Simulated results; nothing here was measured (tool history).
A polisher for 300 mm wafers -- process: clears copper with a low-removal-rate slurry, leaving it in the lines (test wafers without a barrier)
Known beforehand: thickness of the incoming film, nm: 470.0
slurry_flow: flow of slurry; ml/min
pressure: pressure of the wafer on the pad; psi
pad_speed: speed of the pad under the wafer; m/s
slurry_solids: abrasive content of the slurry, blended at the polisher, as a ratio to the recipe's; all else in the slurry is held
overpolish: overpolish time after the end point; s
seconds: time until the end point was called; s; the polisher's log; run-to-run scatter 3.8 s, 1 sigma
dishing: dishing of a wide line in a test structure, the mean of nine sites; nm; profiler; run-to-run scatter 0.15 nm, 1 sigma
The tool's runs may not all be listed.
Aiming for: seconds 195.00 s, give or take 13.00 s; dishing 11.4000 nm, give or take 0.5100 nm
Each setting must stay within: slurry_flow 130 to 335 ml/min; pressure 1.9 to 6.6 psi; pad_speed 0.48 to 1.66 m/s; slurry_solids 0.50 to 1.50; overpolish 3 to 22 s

| run | hour | slurry_flow | pressure | pad_speed | slurry_solids | overpolish | seconds | dishing |
|---|---|---|---|---|---|---|---|---|
| 1 | 0.0 | 215 | 4.2 | 1.06 | 1.00 | 11 | 129.85 | 30.0040 |
| 2 | 6.3 | 215 | 4.1 | 1.02 | 1.00 | 10 | 128.47 | 26.4190 |
| 3 | 13.4 | 215 | 4.1 | 1.02 | 1.00 | 12 | 131.36 | 31.0200 |
| 4 | 19.1 | 165 | 4.1 | 1.02 | 1.00 | 12 | 137.25 | 30.6420 |
| 5 | 23.0 | 170 | 4.0 | 0.96 | 1.00 | 11 | 143.02 | 26.3920 |
| 6 | 25.2 | 190 | 4.0 | 0.96 | 1.00 | 11 | 146.81 | 26.8230 |
| 7 | 33.9 | 190 | 3.9 | 0.94 | 1.00 | 10 | 152.97 | 23.7790 |
| 8 | 40.6 | 190 | 3.8 | 0.92 | 1.00 | 9 | 150.82 | 21.0700 |
| 9 | 42.8 | 190 | 3.6 | 0.90 | 1.00 | 8 | 174.05 | 17.3260 |
| 10 | 44.7 | 200 | 3.4 | 0.90 | 1.00 | 3 | 172.81 | 6.4120 |
| 11 | 46.8 | 200 | 3.4 | 0.90 | 1.00 | 3 | 174.51 | 6.5159 |
| 12 | 54.8 | 200 | 3.5 | 0.84 | 1.00 | 3 | 188.20 | 6.2784 |
| 13 | 55.6 | 200 | 3.5 | 0.82 | 1.00 | 4 | 182.16 | 8.0679 |

Consider the 5 candidate settings below. Which is the only one whose results all fall within their allowed miss of target?
| A | 56.4 | 160 | 4.0 | 0.64 | 1.05 | 5 | ? | ? |
| B | 56.4 | 200 | 3.6 | 1.00 | 0.85 | 5 | ? | ? |
| C | 56.4 | 235 | 3.9 | 0.70 | 0.85 | 5 | ? | ? |
| D | 56.4 | 135 | 2.7 | 0.98 | 1.20 | 6 | ? | ? |
| E | 56.4 | 230 | 2.8 | 1.02 | 1.05 | 5 | ? | ? |

| move | seconds | dishing |
|---|---|---|
| A | 187.06 | 9.4194 |
| B | 152.30 | 11.4900 |
| C | 183.56 | 9.5927 |
| D | 185.32 | 11.3000 |
| E | 172.72 | 10.1450 |
A: nearer the targets than the last run, but a result is still out of spec
B: brings the result that was furthest off to its target, and leaves another outside
C: nearer the targets than the last run, but a result is still out of spec
D: meets every target
E: nearer the targets than the last run, but a result is still out of spec
Move D is the one to make.
